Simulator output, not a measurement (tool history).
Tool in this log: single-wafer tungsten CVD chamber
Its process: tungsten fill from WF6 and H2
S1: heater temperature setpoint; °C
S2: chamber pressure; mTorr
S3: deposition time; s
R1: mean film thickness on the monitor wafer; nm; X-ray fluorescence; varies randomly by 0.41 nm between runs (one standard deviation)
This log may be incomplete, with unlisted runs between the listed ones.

| run | hour | S1 | S2 | S3 | R1 |
|---|---|---|---|---|---|
| 1 | 0 | 375 | 51300 | 38.9 | 95.426 |
| 2 | 0.8 | 370 | 51300 | 38.9 | 87.338 |
| 3 | 9.6 | 370 | 51300 | 40.1 | 89.697 |
| 4 | 15.7 | 374 | 51500 | 40.1 | 97.125 |
| 5 | 24 | 369 | 51500 | 40.1 | 87.904 |
| 6 | 27.1 | 374 | 51500 | 40.1 | 96.147 |
| 7 | 29.8 | 377 | 51700 | 40.1 | 102.37 |
| 8 | 31.9 | 379 | 51800 | 40.1 | 105.93 |
| 9 | 36.5 | 380 | 51900 | 40.1 | 107.42 |

Run 10 has not been measured yet. What should we expect?
| 10 | 40.4 | 381 | 52000 | 40.1 | ? |

R1: 110.54 nm
